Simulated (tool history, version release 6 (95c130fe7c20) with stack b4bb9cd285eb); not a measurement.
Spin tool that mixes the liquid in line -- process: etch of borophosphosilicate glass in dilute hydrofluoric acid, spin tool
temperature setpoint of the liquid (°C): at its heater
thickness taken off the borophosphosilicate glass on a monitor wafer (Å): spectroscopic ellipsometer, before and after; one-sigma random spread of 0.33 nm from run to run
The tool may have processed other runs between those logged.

run	hour	temperature setpoint of the liquid (°C)	parts of water to one part of 49 % hydrofluoric acid (parts by volume)	time under the liquid (s)	thickness taken off the borophosphosilicate glass on a monitor wafer (Å)
1	0	24	165	235	621.17
2	2.4	24	125	235	861.51
3	8.8	22	150	235	656.51
4	14.7	20.5	165	235	547.08
5	20.3	20.5	165	235	548.83
6	25.6	20.5	165	255	596.97
7	32.9	19.5	175	255	537.17
8	41.8	18.5	185	255	475.3

Estimate the outcome of run 9 from the log above:
9	47.6	18	190	255	?

thickness taken off the borophosphosilicate glass on a monitor wafer (Å): 459.11
